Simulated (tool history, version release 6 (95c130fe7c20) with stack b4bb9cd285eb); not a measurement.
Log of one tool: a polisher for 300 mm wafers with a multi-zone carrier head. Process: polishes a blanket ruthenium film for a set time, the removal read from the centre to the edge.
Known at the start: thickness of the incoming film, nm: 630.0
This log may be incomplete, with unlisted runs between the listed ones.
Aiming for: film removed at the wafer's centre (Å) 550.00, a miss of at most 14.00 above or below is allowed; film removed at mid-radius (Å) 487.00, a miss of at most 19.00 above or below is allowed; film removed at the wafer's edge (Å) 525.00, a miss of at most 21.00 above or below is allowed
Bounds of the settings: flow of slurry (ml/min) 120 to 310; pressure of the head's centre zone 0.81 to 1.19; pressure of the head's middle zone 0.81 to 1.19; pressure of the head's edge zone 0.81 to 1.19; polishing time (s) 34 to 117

run  hour  flow of slurry (ml/min)  pressure of the head's centre zone  pressure of the head's middle zone  pressure of the head's edge zone  polishing time (s)  film removed at the wafer's centre (Å)  film removed at mid-radius (Å)  film removed at the wafer's edge (Å)
  1   0.0                      200                                1.00                                1.00                              1.00                  75                                  971.75                         1004.00                                954.28
  2   9.0                      195                                1.00                                0.97                              0.98                  67                                  866.63                          873.25                                855.23
  3  17.5                      190                                1.00                                0.95                              0.96                  61                                  786.31                          779.59                                778.39
  4  19.9                      190                                1.00                                1.03                              0.96                  61                                  776.30                          827.62                                781.56
  5  20.9                      190                                1.00                                1.00                              0.94                  56                                  715.17                          749.18                                713.46
  6  25.2                      185                                1.00                                0.97                              0.92                  53                                  685.05                          684.40                                658.72
  7  32.1                      135                                0.91                                0.87                              0.87                  43                                  480.33                          484.51                                507.08
  8  36.1                      145                                0.92                                0.86                              0.87                  43                                  495.71                          484.35                                505.03

4 candidate next runs follow, results not yet known. Just one meets every target within its allowed miss. Identify it.
  A  40.1                      195                                1.04                                0.97                              0.82                  41                                       ?                               ?                                     ?
  B  40.1                      255                                1.14                                0.93                              0.81                  39                                       ?                               ?                                     ?
  C  40.1                      165                                1.17                                0.99                              0.81                  40                                       ?                               ?                                     ?
  D  40.1                      150                                1.04                                0.86                              0.93                  43                                       ?                               ?                                     ?

move  film removed at the wafer's centre (Å)  film removed at mid-radius (Å)  film removed at the wafer's edge (Å)
   A                                  547.61                          544.16                                483.34
   B                                  586.17                          514.31                                467.69
   C                                  582.92                          528.69                                461.81
   D                                  552.88                          499.32                                524.41
A: brings the result that was furthest off to its target, and leaves another outside
B: pushes the last run's worst result past its target
C: pushes the last run's worst result past its target
D: all results land within tolerance of their targets
D meets every target.
